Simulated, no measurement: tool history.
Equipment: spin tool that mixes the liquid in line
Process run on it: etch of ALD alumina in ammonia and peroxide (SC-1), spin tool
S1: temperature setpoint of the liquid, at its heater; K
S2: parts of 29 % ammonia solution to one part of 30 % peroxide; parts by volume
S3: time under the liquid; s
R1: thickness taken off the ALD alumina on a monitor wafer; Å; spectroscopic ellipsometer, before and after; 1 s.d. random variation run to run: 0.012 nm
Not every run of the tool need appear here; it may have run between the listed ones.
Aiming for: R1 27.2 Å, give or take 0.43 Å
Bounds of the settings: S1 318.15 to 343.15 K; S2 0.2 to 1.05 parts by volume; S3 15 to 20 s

{"run": 1, "hour": 0.0, "S1": 334.15, "S2": 0.55, "S3": 20, "R1": 17.112}
{"run": 2, "hour": 8.6, "S1": 334.15, "S2": 0.55, "S3": 15, "R1": 12.763}
{"run": 3, "hour": 13.1, "S1": 336.65, "S2": 0.7, "S3": 15, "R1": 14.967}
{"run": 4, "hour": 20.3, "S1": 336.65, "S2": 0.6, "S3": 15, "R1": 14.726}
{"run": 5, "hour": 22.5, "S1": 336.65, "S2": 0.6, "S3": 15, "R1": 14.757}
{"run": 6, "hour": 23.9, "S1": 338.65, "S2": 0.5, "S3": 15, "R1": 15.924}
{"run": 7, "hour": 27.8, "S1": 340.15, "S2": 0.4, "S3": 15, "R1": 16.85}
{"run": 8, "hour": 28.9, "S1": 341.15, "S2": 0.35, "S3": 15, "R1": 17.436}
{"run": 9, "hour": 37.9, "S1": 341.65, "S2": 0.55, "S3": 15, "R1": 18.604}
{"run": 10, "hour": 44.9, "S1": 342.15, "S2": 0.7, "S3": 15, "R1": 19.533}

Exactly one of the 4 candidate moves below puts every result within its allowed miss. Which one?
{"run": "A", "hour": 51.9, "S1": 342.15, "S2": 0.8, "S3": 20, "R1": "?"}
{"run": "B", "hour": 51.9, "S1": 343.15, "S2": 0.5, "S3": 20, "R1": "?"}
{"run": "C", "hour": 51.9, "S1": 343.15, "S2": 0.55, "S3": 20, "R1": "?"}
{"run": "D", "hour": 51.9, "S1": 343.15, "S2": 0.65, "S3": 20, "R1": "?"}

move=A R1=26.271
move=B R1=26.373
move=C R1=26.611
move=D R1=27.033
A: closer than the last run, but not yet in spec
B: closer than the last run, but not yet in spec
C: closer than the last run, but not yet in spec
D: all results land within tolerance of their targets
D meets every target.
